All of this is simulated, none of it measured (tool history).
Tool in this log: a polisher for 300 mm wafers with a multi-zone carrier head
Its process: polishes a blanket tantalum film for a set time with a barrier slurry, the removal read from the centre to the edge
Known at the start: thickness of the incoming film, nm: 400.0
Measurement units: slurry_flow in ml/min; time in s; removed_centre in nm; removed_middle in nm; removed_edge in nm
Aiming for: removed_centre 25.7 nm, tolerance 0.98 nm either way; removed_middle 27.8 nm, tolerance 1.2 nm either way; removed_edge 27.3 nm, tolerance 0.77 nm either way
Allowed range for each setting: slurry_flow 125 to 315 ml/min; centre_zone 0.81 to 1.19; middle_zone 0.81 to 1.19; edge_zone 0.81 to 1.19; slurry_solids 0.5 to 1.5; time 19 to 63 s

Run 1, hour 0: slurry_flow 205 ml/min, centre_zone 1, middle_zone 1, edge_zone 1, slurry_solids 1, time 41 s. Result: removed_centre 44.021 nm, removed_middle 43.078 nm, removed_edge 43.302 nm.
Run 2, hour 5.3: slurry_flow 200 ml/min, centre_zone 0.98, middle_zone 0.99, edge_zone 0.98, slurry_solids 0.9, time 39 s. Result: removed_centre 38.611 nm, removed_middle 38.929 nm, removed_edge 39.303 nm.
Run 3, hour 12.4: slurry_flow 200 ml/min, centre_zone 0.97, middle_zone 0.99, edge_zone 0.96, slurry_solids 0.85, time 38 s. Result: removed_centre 37.617 nm, removed_middle 37.923 nm, removed_edge 37.277 nm.
Run 4, hour 13.9: slurry_flow 180 ml/min, centre_zone 0.97, middle_zone 0.99, edge_zone 0.96, slurry_solids 0.85, time 38 s. Result: removed_centre 35.779 nm, removed_middle 37.856 nm, removed_edge 37.062 nm.
Run 5, hour 18.3: slurry_flow 180 ml/min, centre_zone 0.94, middle_zone 0.99, edge_zone 0.96, slurry_solids 0.85, time 38 s. Result: removed_centre 35.162 nm, removed_middle 37.185 nm, removed_edge 36.869 nm.
Run 6, hour 18.9: slurry_flow 205 ml/min, centre_zone 0.94, middle_zone 0.99, edge_zone 0.96, slurry_solids 0.85, time 38 s. Result: removed_centre 36.198 nm, removed_middle 38.727 nm, removed_edge 37.438 nm.
Run 7, hour 27.3: slurry_flow 200 ml/min, centre_zone 0.93, middle_zone 0.97, edge_zone 0.94, slurry_solids 0.8, time 37 s. Result: removed_centre 33.919 nm, removed_middle 35.3 nm, removed_edge 35.404 nm.
Run 8, hour 28.1: slurry_flow 200 ml/min, centre_zone 0.92, middle_zone 0.97, edge_zone 0.92, slurry_solids 0.75, time 36 s. Result: removed_centre 31.962 nm, removed_middle 33.647 nm, removed_edge 33.09 nm.
Run 9, hour 29.3: slurry_flow 200 ml/min, centre_zone 0.91, middle_zone 0.96, edge_zone 0.91, slurry_solids 0.7, time 36 s. Result: removed_centre 30.957 nm, removed_middle 33.303 nm, removed_edge 32.833 nm.
Run 10, hour 34: slurry_flow 200 ml/min, centre_zone 0.91, middle_zone 0.95, edge_zone 0.9, slurry_solids 0.65, time 35 s. Result: removed_centre 28.736 nm, removed_middle 31.147 nm, removed_edge 30.685 nm.
Run 11, hour 40: slurry_flow 195 ml/min, centre_zone 0.91, middle_zone 0.94, edge_zone 0.89, slurry_solids 0.65, time 35 s. Result: removed_centre 28.183 nm, removed_middle 30.555 nm, removed_edge 30.458 nm.
Run 12, hour 40.8: slurry_flow 170 ml/min, centre_zone 0.91, middle_zone 0.93, edge_zone 0.81, slurry_solids 0.5, time 34 s. Result: removed_centre 24.058 nm, removed_middle 25.923 nm, removed_edge 24.668 nm.
Run 13, hour 47.7: slurry_flow 180 ml/min, centre_zone 0.91, middle_zone 0.93, edge_zone 0.82, slurry_solids 0.5, time 34 s. Result: removed_centre 24.719 nm, removed_middle 25.849 nm, removed_edge 25.028 nm.
Run 14, hour 55.5: slurry_flow 215 ml/min, centre_zone 0.87, middle_zone 0.98, edge_zone 0.92, slurry_solids 0.6, time 34 s. Result: removed_centre 26.31 nm, removed_middle 30.057 nm, removed_edge 29.178 nm.
Run 15, hour 63.2: slurry_flow 210 ml/min, centre_zone 0.88, middle_zone 0.97, edge_zone 0.91, slurry_solids 0.6, time 34 s. Result: removed_centre 26.243 nm, removed_middle 29.694 nm, removed_edge 28.842 nm.
Run 16, hour 70.7: slurry_flow 205 ml/min, centre_zone 0.88, middle_zone 0.97, edge_zone 0.9, slurry_solids 0.6, time 34 s. Result: removed_centre 26.652 nm, removed_middle 29.873 nm, removed_edge 28.729 nm.
Run 17, hour 71.7: slurry_flow 205 ml/min, centre_zone 0.88, middle_zone 0.97, edge_zone 0.9, slurry_solids 0.6, time 34 s. Result: removed_centre 26.259 nm, removed_middle 29.819 nm, removed_edge 28.925 nm.
Run 18, hour 74.8: slurry_flow 200 ml/min, centre_zone 0.88, middle_zone 0.96, edge_zone 0.89, slurry_solids 0.6, time 34 s. Result: removed_centre 26.65 nm, removed_middle 29.094 nm, removed_edge 28.534 nm.
Run 19, hour 76.9: slurry_flow 195 ml/min, centre_zone 0.88, middle_zone 0.96, edge_zone 0.89, slurry_solids 0.6, time 34 s. Result: removed_centre 26.225 nm, removed_middle 29.364 nm, removed_edge 28.547 nm.
Run 20, hour 84.4: slurry_flow 190 ml/min, centre_zone 0.88, middle_zone 0.96, edge_zone 0.88, slurry_solids 0.6, time 34 s. Result: removed_centre 25.794 nm, removed_middle 29.412 nm, removed_edge 28.419 nm.
Run 21, hour 88.4: slurry_flow 190 ml/min, centre_zone 0.88, middle_zone 0.95, edge_zone 0.88, slurry_solids 0.6, time 34 s. Result: removed_centre 26.296 nm, removed_middle 28.896 nm, removed_edge 28.516 nm.
Run 22, hour 96.3: slurry_flow 185 ml/min, centre_zone 0.88, middle_zone 0.95, edge_zone 0.88, slurry_solids 0.6, time 34 s. Result: removed_centre 26 nm, removed_middle 28.006 nm, removed_edge 28.436 nm.

Which single option among these 4 for the next run brings every result within its allowed miss of target? Just one does.
Run A, hour 104.2: slurry_flow 155 ml/min, centre_zone 0.95, middle_zone 0.9, edge_zone 0.94, slurry_solids 0.75, time 32 s. Result: removed_centre ?, removed_middle ?, removed_edge ?.
Run B, hour 104.2: slurry_flow 225 ml/min, centre_zone 0.86, middle_zone 0.92, edge_zone 0.82, slurry_solids 0.85, time 29 s. Result: removed_centre ?, removed_middle ?, removed_edge ?.
Run C, hour 104.2: slurry_flow 155 ml/min, centre_zone 0.91, middle_zone 0.89, edge_zone 0.87, slurry_solids 0.8, time 30 s. Result: removed_centre ?, removed_middle ?, removed_edge ?.
Run D, hour 104.2: slurry_flow 200 ml/min, centre_zone 0.99, middle_zone 0.97, edge_zone 0.81, slurry_solids 0.65, time 31 s. Result: removed_centre ?, removed_middle ?, removed_edge ?.

move  removed_centre  removed_middle  removed_edge
   A          27.761          26.633        29.134
   B          25.214          26.906        26.899
   C          25.567          25.312        27.019
   D          27.504            26.9        25.688
A: the biggest miss grows against the last run
B: each result inside its tolerance
C: the furthest-off result lands on target, but another misses its tolerance
D: pushes the last run's worst result past its target
Go with B: it meets all targets.
